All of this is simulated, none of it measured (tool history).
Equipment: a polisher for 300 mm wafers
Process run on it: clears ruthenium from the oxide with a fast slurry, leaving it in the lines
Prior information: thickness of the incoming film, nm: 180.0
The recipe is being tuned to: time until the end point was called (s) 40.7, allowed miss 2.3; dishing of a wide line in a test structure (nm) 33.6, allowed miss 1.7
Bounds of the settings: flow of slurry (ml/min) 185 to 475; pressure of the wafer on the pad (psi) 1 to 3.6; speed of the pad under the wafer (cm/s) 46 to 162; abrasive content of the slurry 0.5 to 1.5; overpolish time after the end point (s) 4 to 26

run  hour  flow of slurry (ml/min)  pressure of the wafer on the pad (psi)  speed of the pad under the wafer (cm/s)  abrasive content of the slurry  overpolish time after the end point (s)  time until the end point was called (s)  dishing of a wide line in a test structure (nm)
  1     0                      305                                     2.3                                      104                               1                                       13                                   54.161                                           35.549
  2     1                      305                                     2.4                                      104                               1                                       12                                   52.312                                           34.819
  3   5.6                      305                                     2.5                                      104                               1                                       11                                   52.465                                           33.568
  4  10.2                      305                                     2.5                                      104                               1                                       16                                   51.215                                           45.396
  5  15.8                      305                                     2.6                                      106                               1                                       14                                    48.23                                           42.408
  6  22.1                      265                                     2.6                                      106                               1                                       14                                   48.095                                           42.209
  7  28.7                      265                                     2.7                                      106                               1                                       13                                   45.494                                           41.065
  8  36.7                      265                                       3                                      106                               1                                        8                                   42.435                                           29.376

Which of these 5 next moves meets every target?
  A  44.7                      185                                     3.1                                      108                             1.1                                        9                                        ?                                                ?
  B  44.7                      290                                       3                                      112                            0.95                                        7                                        ?                                                ?
  C  44.7                      295                                     3.3                                      100                             0.9                                        7                                        ?                                                ?
  D  44.7                      270                                     2.9                                       94                            1.15                                       11                                        ?                                                ?
  E  44.7                      335                                       2                                      120                             1.3                                       12                                        ?                                                ?

move  time until the end point was called (s)  dishing of a wide line in a test structure (nm)
   A                                   40.484                                           33.876
   B                                   40.864                                           26.671
   C                                   42.735                                           25.585
   D                                   45.841                                           36.295
   E                                   48.084                                           37.596
A: all results land within tolerance of their targets
B: its largest miss is bigger than the last run's
C: its largest miss is bigger than the last run's
D: carries the result that was furthest off beyond its target, to the other side
E: carries the result that was furthest off beyond its target, to the other side
So the answer is move A, the one that meets all the targets.
